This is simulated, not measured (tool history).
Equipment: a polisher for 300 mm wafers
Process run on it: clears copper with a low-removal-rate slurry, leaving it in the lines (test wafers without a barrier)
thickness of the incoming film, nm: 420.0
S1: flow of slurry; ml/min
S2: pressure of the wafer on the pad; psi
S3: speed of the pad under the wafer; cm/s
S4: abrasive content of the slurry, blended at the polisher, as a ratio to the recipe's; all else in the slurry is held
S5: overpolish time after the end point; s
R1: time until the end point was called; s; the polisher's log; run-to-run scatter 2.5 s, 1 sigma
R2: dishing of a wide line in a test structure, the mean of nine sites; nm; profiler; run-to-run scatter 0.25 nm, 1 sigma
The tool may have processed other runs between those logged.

run,day,S1,S2,S3,S4,S5,R1,R2
1,0,185,4.2,84,1,21,120.89,32.744
2,0.079,185,4.2,84,1.05,21,117.7,33.714
3,0.342,185,4.2,84,0.85,21,127.26,32.96
4,0.571,185,3.8,86,1.1,16,128.77,26.851
5,0.825,185,3.6,88,1.25,13,132.38,23.638
6,1.104,225,3.6,88,1.25,13,131.37,24.511
7,1.233,190,3.6,90,1.35,11,127.47,21.762
8,1.392,185,3.6,90,1.4,10,123.76,19.636
9,1.658,180,3.6,90,1.4,10,121.88,20.049

Run 10 is up next; what results do you expect?
10,1.938,175,3.6,90,1.45,10,?,?

{"run 10": {"R1": 120.56, "R2": 19.78}}
